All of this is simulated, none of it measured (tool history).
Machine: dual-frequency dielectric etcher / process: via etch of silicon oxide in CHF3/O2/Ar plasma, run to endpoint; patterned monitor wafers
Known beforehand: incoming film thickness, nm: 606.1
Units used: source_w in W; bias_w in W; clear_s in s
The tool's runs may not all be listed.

run	hour	source_w	bias_w	clear_s
1	0	490	126	368.32
2	0.5	460	122	373.1
3	5.7	460	107	387.48
4	14.4	530	107	373.84
5	20.8	600	107	354.91
6	26.4	550	107	362

What will run 7 give?
7	31	510	101	?

Run 7 came out at clear_s 375.83 s.
